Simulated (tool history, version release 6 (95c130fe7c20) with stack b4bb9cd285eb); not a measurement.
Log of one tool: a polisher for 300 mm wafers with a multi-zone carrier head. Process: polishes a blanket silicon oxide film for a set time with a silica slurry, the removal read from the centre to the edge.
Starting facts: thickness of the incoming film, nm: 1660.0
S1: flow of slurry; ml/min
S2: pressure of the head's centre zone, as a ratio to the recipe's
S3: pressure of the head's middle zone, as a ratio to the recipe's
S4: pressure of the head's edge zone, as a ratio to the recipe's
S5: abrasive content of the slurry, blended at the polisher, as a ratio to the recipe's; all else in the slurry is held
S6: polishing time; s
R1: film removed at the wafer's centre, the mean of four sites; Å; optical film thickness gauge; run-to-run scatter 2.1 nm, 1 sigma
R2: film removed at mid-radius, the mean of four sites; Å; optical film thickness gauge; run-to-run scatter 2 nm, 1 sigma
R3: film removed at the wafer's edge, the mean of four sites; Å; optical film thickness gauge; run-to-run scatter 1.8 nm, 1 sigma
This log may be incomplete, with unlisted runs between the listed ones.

run 1 day=0 | S1=260 S2=1 S3=1 S4=1 S5=1 S6=55 | R1=2498.8 R2=2455.1 R3=2467.6
run 2 day=0.108 | S1=260 S2=1.01 S3=0.99 S4=0.97 S5=0.9 S6=53 | R1=2230.6 R2=2197.5 R3=2189
run 3 day=0.242 | S1=260 S2=1.03 S3=0.98 S4=0.94 S5=0.8 S6=52 | R1=2084.7 R2=1977.2 R3=2038.4
run 4 day=0.458 | S1=260 S2=1.03 S3=0.98 S4=0.94 S5=0.75 S6=52 | R1=2002 R2=1911.6 R3=1937.8
run 5 day=0.717 | S1=260 S2=1.04 S3=0.99 S4=0.92 S5=0.7 S6=51 | R1=1900.9 R2=1796.2 R3=1783.8
run 6 day=1.058 | S1=255 S2=1.04 S3=0.99 S4=0.9 S5=0.65 S6=51 | R1=1755.1 R2=1695.2 R3=1681
run 7 day=1.079 | S1=245 S2=1.05 S3=0.99 S4=0.88 S5=0.65 S6=51 | R1=1817 R2=1670.2 R3=1642
run 8 day=1.354 | S1=235 S2=1.04 S3=0.99 S4=0.87 S5=0.65 S6=51 | R1=1769.9 R2=1679.6 R3=1660.5
run 9 day=1.638 | S1=250 S2=1.06 S3=1 S4=0.85 S5=0.5 S6=50 | R1=1446.8 R2=1354.7 R3=1293.1
run 10 day=1.754 | S1=250 S2=1.07 S3=1.01 S4=0.88 S5=0.5 S6=50 | R1=1452.5 R2=1369.7 R3=1283.4
run 11 day=2.05 | S1=250 S2=1.07 S3=1.01 S4=0.88 S5=0.55 S6=50 | R1=1601.8 R2=1510.1 R3=1388

Estimate the outcome of run 12 from the log above:
run 12 day=2.192 | S1=260 S2=1.07 S3=1 S4=0.98 S5=0.6 S6=50 | R1=? R2=? R3=?

R1: 1696.6 Å
R2: 1601.3 Å
R3: 1606.4 Å
